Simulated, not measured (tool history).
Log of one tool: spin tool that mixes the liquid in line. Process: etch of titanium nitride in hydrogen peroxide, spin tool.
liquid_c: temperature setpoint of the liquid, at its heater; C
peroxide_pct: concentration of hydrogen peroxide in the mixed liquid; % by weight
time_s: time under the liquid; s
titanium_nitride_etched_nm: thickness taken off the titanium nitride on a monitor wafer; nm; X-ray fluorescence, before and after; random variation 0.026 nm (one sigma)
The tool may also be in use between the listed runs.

| run | hour | liquid_c | peroxide_pct | time_s | titanium_nitride_etched_nm |
|---|---|---|---|---|---|
| 1 | 0 | 52 | 17 | 265 | 6.537 |
| 2 | 5.9 | 49.5 | 17 | 265 | 5.4236 |
| 3 | 13.8 | 55 | 17 | 265 | 8.1116 |
| 4 | 22.3 | 55 | 14.5 | 265 | 7.8972 |
| 5 | 25.4 | 60 | 14.5 | 265 | 10.925 |
| 6 | 32.7 | 60 | 14.5 | 285 | 11.708 |
| 7 | 36.6 | 55 | 14.5 | 285 | 8.4405 |
| 8 | 40 | 51.5 | 14.5 | 285 | 6.6037 |

The next listed run, before its measurement:
| 9 | 41.9 | 49 | 14.5 | 285 | ? |

titanium_nitride_etched_nm: 5.5171 nm
